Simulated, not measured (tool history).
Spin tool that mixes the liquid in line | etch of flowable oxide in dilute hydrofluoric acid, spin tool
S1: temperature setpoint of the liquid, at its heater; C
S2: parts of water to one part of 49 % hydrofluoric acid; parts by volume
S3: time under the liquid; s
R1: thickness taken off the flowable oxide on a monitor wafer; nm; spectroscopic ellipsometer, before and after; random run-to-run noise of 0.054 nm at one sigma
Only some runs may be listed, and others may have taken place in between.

| run | hour | S1 | S2 | S3 | R1 |
|---|---|---|---|---|---|
| 1 | 0 | 22 | 225 | 60 | 7.79 |
| 2 | 8 | 21.5 | 230 | 60 | 7.2557 |
| 3 | 14.6 | 21 | 230 | 60 | 7.1768 |
| 4 | 21.4 | 20.5 | 230 | 60 | 7.1844 |
| 5 | 26.2 | 20 | 235 | 60 | 6.812 |
| 6 | 35.1 | 20 | 190 | 60 | 8.7934 |

Run 7, settings as shown, results not yet in. Your forecast:
| 7 | 36.2 | 19.5 | 195 | 60 | ? |

R1: 8.3413 nm
